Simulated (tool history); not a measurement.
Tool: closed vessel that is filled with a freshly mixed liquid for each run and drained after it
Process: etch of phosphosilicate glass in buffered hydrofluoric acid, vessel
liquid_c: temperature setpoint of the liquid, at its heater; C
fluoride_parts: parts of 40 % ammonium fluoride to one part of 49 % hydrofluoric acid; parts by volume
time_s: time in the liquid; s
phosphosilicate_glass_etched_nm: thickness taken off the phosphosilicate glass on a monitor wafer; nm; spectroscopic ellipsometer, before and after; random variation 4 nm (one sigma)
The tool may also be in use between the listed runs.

run	hour	liquid_c	fluoride_parts	time_s	phosphosilicate_glass_etched_nm
1	0.0	23.0	17.5	95	375.73
2	4.1	23.0	17.5	95	375.59
3	12.5	21.5	17.5	95	340.30
4	18.4	21.5	22.0	95	278.65
5	26.2	21.5	22.0	105	311.67
6	27.0	22.5	22.0	105	323.62
7	35.6	22.5	22.0	105	322.00
8	36.4	24.0	22.0	105	349.49

The next listed run, before its measurement:
9	37.5	24.0	22.0	105	?

Run 9 gave phosphosilicate_glass_etched_nm 351.75 nm.
